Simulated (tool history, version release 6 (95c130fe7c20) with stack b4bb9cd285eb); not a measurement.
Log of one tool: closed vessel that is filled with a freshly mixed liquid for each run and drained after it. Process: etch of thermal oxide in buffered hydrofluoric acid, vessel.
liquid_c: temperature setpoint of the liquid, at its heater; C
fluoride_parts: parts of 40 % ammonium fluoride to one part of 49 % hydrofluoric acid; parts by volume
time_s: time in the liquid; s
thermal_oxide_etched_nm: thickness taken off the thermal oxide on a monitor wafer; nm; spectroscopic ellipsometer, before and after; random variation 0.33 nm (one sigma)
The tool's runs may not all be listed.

{"run": 1, "hour": 0.0, "liquid_c": 24.0, "fluoride_parts": 21.0, "time_s": 35, "thermal_oxide_etched_nm": 17.855}
{"run": 2, "hour": 6.8, "liquid_c": 26.5, "fluoride_parts": 19.0, "time_s": 35, "thermal_oxide_etched_nm": 22.598}
{"run": 3, "hour": 10.3, "liquid_c": 26.5, "fluoride_parts": 19.0, "time_s": 35, "thermal_oxide_etched_nm": 22.275}
{"run": 4, "hour": 12.0, "liquid_c": 29.0, "fluoride_parts": 19.0, "time_s": 35, "thermal_oxide_etched_nm": 26.045}
{"run": 5, "hour": 15.9, "liquid_c": 31.0, "fluoride_parts": 19.0, "time_s": 35, "thermal_oxide_etched_nm": 28.408}
{"run": 6, "hour": 21.4, "liquid_c": 32.0, "fluoride_parts": 19.0, "time_s": 35, "thermal_oxide_etched_nm": 29.538}
{"run": 7, "hour": 27.4, "liquid_c": 32.0, "fluoride_parts": 18.0, "time_s": 35, "thermal_oxide_etched_nm": 31.703}
{"run": 8, "hour": 34.1, "liquid_c": 32.0, "fluoride_parts": 17.5, "time_s": 35, "thermal_oxide_etched_nm": 32.377}
{"run": 9, "hour": 43.0, "liquid_c": 32.0, "fluoride_parts": 16.0, "time_s": 35, "thermal_oxide_etched_nm": 35.75}

The next listed run, before its measurement:
{"run": 10, "hour": 45.9, "liquid_c": 32.0, "fluoride_parts": 16.0, "time_s": 35, "thermal_oxide_etched_nm": "?"}

Run 10 gave thermal_oxide_etched_nm 35.589 nm.
